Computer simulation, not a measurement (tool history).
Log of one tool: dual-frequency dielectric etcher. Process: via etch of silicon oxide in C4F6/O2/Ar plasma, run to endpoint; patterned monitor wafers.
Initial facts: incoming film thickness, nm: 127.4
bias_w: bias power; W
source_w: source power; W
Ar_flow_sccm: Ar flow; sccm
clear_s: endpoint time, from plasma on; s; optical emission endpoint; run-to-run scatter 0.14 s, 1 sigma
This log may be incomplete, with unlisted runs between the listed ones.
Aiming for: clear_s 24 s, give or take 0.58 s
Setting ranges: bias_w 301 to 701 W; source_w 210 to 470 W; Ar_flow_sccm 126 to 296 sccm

{"run": 1, "hour": 0.0, "bias_w": 501, "source_w": 340, "Ar_flow_sccm": 211, "clear_s": 28.05}
{"run": 2, "hour": 7.4, "bias_w": 501, "source_w": 340, "Ar_flow_sccm": 229, "clear_s": 28.185}
{"run": 3, "hour": 11.0, "bias_w": 537, "source_w": 350, "Ar_flow_sccm": 228, "clear_s": 26.502}
{"run": 4, "hour": 14.1, "bias_w": 537, "source_w": 350, "Ar_flow_sccm": 193, "clear_s": 26.208}
{"run": 5, "hour": 21.2, "bias_w": 553, "source_w": 350, "Ar_flow_sccm": 193, "clear_s": 25.604}
{"run": 6, "hour": 21.9, "bias_w": 553, "source_w": 350, "Ar_flow_sccm": 164, "clear_s": 25.558}
{"run": 7, "hour": 24.6, "bias_w": 630, "source_w": 370, "Ar_flow_sccm": 163, "clear_s": 23.144}
{"run": 8, "hour": 28.9, "bias_w": 623, "source_w": 370, "Ar_flow_sccm": 163, "clear_s": 23.129}
{"run": 9, "hour": 36.4, "bias_w": 616, "source_w": 370, "Ar_flow_sccm": 163, "clear_s": 23.384}

Exercise: of the 5 proposed moves below, exactly one satisfies all targets within the stated allowed misses. Which move is it?
{"run": "A", "hour": 43.9, "bias_w": 680, "source_w": 330, "Ar_flow_sccm": 144, "clear_s": "?"}
{"run": "B", "hour": 43.9, "bias_w": 613, "source_w": 400, "Ar_flow_sccm": 153, "clear_s": "?"}
{"run": "C", "hour": 43.9, "bias_w": 519, "source_w": 430, "Ar_flow_sccm": 148, "clear_s": "?"}
{"run": "D", "hour": 43.9, "bias_w": 668, "source_w": 400, "Ar_flow_sccm": 167, "clear_s": "?"}
{"run": "E", "hour": 43.9, "bias_w": 573, "source_w": 330, "Ar_flow_sccm": 152, "clear_s": "?"}

move=A clear_s=22.921
move=B clear_s=22.704
move=C clear_s=24.216
move=D clear_s=21.829
move=E clear_s=25.351
A: lands further from the targets than the last run did
B: lands further from the targets than the last run did
C: all results in spec
D: lands further from the targets than the last run did
E: takes the biggest miss from the last run beyond its target
The move that meets every target is C.

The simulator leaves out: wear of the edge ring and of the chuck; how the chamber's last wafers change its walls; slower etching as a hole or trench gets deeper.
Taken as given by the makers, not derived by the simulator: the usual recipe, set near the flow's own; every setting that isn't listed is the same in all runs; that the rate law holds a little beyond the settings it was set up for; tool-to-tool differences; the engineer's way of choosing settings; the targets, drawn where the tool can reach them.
